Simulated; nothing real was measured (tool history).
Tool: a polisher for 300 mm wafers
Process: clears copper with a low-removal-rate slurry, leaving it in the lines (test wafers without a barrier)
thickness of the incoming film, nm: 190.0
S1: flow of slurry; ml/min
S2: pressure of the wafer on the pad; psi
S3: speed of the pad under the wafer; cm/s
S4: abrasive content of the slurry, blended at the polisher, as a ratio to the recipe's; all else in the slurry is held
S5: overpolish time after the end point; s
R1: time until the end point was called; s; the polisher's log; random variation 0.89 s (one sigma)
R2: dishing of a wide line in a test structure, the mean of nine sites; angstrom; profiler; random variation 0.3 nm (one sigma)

run  hour   S1   S2   S3  S4  S5      R1      R2
  1     0  170  2.4  110   1  12  67.421  194.97
  2   6.7  170  2.4  130   1  12  57.509  229.89
  3  11.6  170  2.4  130   1  14  58.016  250.65
  4    16  135  2.4  130   1  14  61.199  252.23
  5  18.5  135  2.4  158   1  14  50.696  295.93
  6  26.4  135  2.4  148   1  14  52.242  271.83

Run 7 comes next. What will it give?
  7  28.3  135  2.1  148   1  13   ?   ?

Run 7 gave R1 59.75 s, R2 232.13 angstrom.
